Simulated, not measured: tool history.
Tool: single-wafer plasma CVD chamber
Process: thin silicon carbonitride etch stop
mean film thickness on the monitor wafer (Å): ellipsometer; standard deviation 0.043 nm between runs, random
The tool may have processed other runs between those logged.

run    day  RF power (W)  deposition time (s)  mean film thickness on the monitor wafer (Å)
  1      0           235                   23                                        132.83
  2  0.242           260                   23                                        135.93
  3  0.454           260                 25.8                                        154.02
  4  0.529           260                 27.7                                           163
  5  0.796           250                 26.6                                         157.5
     0.821  -- RF generator calibrated
  6  0.821           275                 26.6                                        160.37
  7   0.95           265                 25.6                                        153.79
  8  1.004           255                 24.8                                        147.87
  9  1.054           250                 23.9                                        141.35
 10  1.242           250                 23.9                                        141.06

Run 11, settings as shown, results not yet in. Your forecast:
 11  1.288           210                 20.2                                             ?

{"run 11": {"mean film thickness on the monitor wafer (Å)": 115.12}}
